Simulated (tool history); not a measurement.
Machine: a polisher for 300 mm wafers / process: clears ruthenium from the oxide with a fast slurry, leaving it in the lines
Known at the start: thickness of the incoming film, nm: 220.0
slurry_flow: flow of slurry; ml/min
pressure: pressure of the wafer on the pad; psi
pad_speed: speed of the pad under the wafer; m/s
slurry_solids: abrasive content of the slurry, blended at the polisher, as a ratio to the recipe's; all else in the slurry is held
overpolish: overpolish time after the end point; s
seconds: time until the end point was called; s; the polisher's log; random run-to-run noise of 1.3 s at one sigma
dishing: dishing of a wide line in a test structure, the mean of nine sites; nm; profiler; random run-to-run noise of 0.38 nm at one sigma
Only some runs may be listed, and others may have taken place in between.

run	hour	slurry_flow	pressure	pad_speed	slurry_solids	overpolish	seconds	dishing
1	0.0	160	2.4	0.92	1.00	12	63.962	32.118
2	7.8	160	2.4	1.04	1.00	12	56.914	35.519
3	12.8	160	2.4	1.04	1.00	17	55.948	49.462
4	16.4	160	2.4	1.04	1.15	17	53.599	49.673
5	21.0	155	2.0	0.94	1.15	17	70.832	39.620
6	23.0	175	2.0	0.94	1.15	17	69.317	39.962
7	27.7	170	1.7	0.86	1.15	17	89.846	32.043
8	33.9	170	1.7	0.86	1.15	17	89.218	32.052
9	38.0	165	1.5	0.84	1.15	17	104.040	29.586
10	38.7	155	1.4	0.84	1.15	16	111.460	25.772
11	45.2	145	1.3	0.84	1.15	16	119.190	23.514
12	49.3	135	1.3	0.84	1.15	16	119.820	22.543
13	58.3	125	1.3	0.84	1.15	16	123.330	23.487
14	65.2	120	1.3	0.84	1.15	16	122.300	23.241
15	72.0	115	1.3	0.84	1.15	16	124.480	23.302

What will run 16 give?
16	79.5	115	1.3	0.84	1.15	16	?	?

seconds: 124.440 s
dishing: 22.590 nm
